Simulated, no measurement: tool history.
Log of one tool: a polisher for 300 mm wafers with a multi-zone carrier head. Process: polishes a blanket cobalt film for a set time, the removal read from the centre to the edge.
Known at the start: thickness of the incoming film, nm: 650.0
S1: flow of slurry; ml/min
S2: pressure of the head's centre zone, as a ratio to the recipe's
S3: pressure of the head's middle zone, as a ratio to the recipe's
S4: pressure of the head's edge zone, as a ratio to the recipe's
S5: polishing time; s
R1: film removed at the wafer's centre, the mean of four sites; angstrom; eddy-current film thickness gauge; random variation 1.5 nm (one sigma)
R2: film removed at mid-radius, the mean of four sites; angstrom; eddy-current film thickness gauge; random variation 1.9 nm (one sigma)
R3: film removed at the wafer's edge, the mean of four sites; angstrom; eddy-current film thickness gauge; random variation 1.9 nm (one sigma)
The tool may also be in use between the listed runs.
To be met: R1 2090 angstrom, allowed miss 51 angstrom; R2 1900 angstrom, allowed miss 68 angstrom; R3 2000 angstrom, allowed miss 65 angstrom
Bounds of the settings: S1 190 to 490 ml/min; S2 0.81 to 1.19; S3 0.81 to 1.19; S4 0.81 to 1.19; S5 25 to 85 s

Run 1, hour 0: S1 315 ml/min, S2 1, S3 1, S4 1, S5 55 s. Result: R1 1769.4 angstrom, R2 1727.9 angstrom, R3 1667.5 angstrom.
Run 2, hour 6.2: S1 325 ml/min, S2 1.02, S3 1, S4 1.04, S5 56 s. Result: R1 1809.6 angstrom, R2 1747.2 angstrom, R3 1753.6 angstrom.
Run 3, hour 9.8: S1 325 ml/min, S2 1.09, S3 1, S4 1.04, S5 56 s. Result: R1 1959 angstrom, R2 1759.2 angstrom, R3 1739.6 angstrom.
Run 4, hour 12.6: S1 335 ml/min, S2 1.1, S3 1.01, S4 1.07, S5 57 s. Result: R1 2004.9 angstrom, R2 1796 angstrom, R3 1795.7 angstrom.
Run 5, hour 20.3: S1 340 ml/min, S2 1.1, S3 1.01, S4 1.09, S5 58 s. Result: R1 2045.6 angstrom, R2 1839.3 angstrom, R3 1844.3 angstrom.
Run 6, hour 28: S1 380 ml/min, S2 1.1, S3 1.01, S4 1.09, S5 58 s. Result: R1 2046.9 angstrom, R2 1884 angstrom, R3 1875 angstrom.
Run 7, hour 33.3: S1 385 ml/min, S2 1.1, S3 1, S4 1.11, S5 58 s. Result: R1 2080.8 angstrom, R2 1844.2 angstrom, R3 1899.1 angstrom.
Run 8, hour 38.6: S1 390 ml/min, S2 1.1, S3 1, S4 1.12, S5 58 s. Result: R1 2082.9 angstrom, R2 1807.4 angstrom, R3 1916.2 angstrom.
Run 9, hour 42.4: S1 395 ml/min, S2 1.1, S3 1.01, S4 1.13, S5 58 s. Result: R1 2070.1 angstrom, R2 1851 angstrom, R3 1915 angstrom.
Run 10, hour 45: S1 400 ml/min, S2 1.1, S3 1.01, S4 1.14, S5 58 s. Result: R1 2059.3 angstrom, R2 1867.3 angstrom, R3 1934.1 angstrom.

4 next moves are on the table. One of them brings every result within its allowed miss. Which?
Run A, hour 47.6: S1 380 ml/min, S2 1.06, S3 0.99, S4 1.1, S5 61 s. Result: R1 ?, R2 ?, R3 ?.
Run B, hour 47.6: S1 400 ml/min, S2 1.1, S3 1.01, S4 1.08, S5 58 s. Result: R1 ?, R2 ?, R3 ?.
Run C, hour 47.6: S1 355 ml/min, S2 1.13, S3 1.1, S4 1.06, S5 57 s. Result: R1 ?, R2 ?, R3 ?.
Run D, hour 47.6: S1 395 ml/min, S2 1.16, S3 1.08, S4 1.12, S5 54 s. Result: R1 ?, R2 ?, R3 ?.

move      R1      R2      R3
   A  2088.5  1931.6  1974.2
   B  2070.6    1875  1865.1
   C  2070.1  1962.3  1800.2
   D  2032.5  1845.6  1765.7
A: meets every target
B: further off than the last run
C: further off than the last run
D: further off than the last run
The right move is A.
